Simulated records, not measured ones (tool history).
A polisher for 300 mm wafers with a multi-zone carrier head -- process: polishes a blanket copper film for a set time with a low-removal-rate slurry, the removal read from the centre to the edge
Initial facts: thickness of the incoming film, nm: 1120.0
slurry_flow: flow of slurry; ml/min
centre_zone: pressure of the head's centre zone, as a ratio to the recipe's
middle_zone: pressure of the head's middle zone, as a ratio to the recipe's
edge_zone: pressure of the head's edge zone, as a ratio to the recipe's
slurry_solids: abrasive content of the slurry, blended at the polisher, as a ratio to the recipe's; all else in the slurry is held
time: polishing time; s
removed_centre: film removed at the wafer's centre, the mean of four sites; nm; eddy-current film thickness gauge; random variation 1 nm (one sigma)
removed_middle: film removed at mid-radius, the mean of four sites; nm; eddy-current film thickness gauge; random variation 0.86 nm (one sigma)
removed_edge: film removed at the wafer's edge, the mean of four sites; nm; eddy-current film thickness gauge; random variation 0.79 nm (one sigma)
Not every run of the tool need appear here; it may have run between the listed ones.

run	hour	slurry_flow	centre_zone	middle_zone	edge_zone	slurry_solids	time	removed_centre	removed_middle	removed_edge
1	0.0	250	1.00	1.00	1.00	1.00	41	107.320	105.810	104.970
2	5.2	245	0.98	0.97	1.01	0.95	40	96.175	99.891	104.150
3	10.6	245	0.99	0.95	1.00	0.90	39	94.660	96.133	97.681
4	13.9	240	1.00	0.93	1.03	0.85	38	91.819	89.216	96.982
# hour 22.1: worn pad replaced by a new one
5	22.1	240	1.00	0.93	1.03	1.05	38	109.710	104.760	115.200
6	31.0	240	0.93	0.93	1.03	1.05	38	98.931	107.390	114.500

Forecast run 7:
7	35.4	235	0.94	0.91	1.03	0.95	38	?	?	?

removed_centre: 98.148 nm
removed_middle: 102.230 nm
removed_edge: 110.970 nm

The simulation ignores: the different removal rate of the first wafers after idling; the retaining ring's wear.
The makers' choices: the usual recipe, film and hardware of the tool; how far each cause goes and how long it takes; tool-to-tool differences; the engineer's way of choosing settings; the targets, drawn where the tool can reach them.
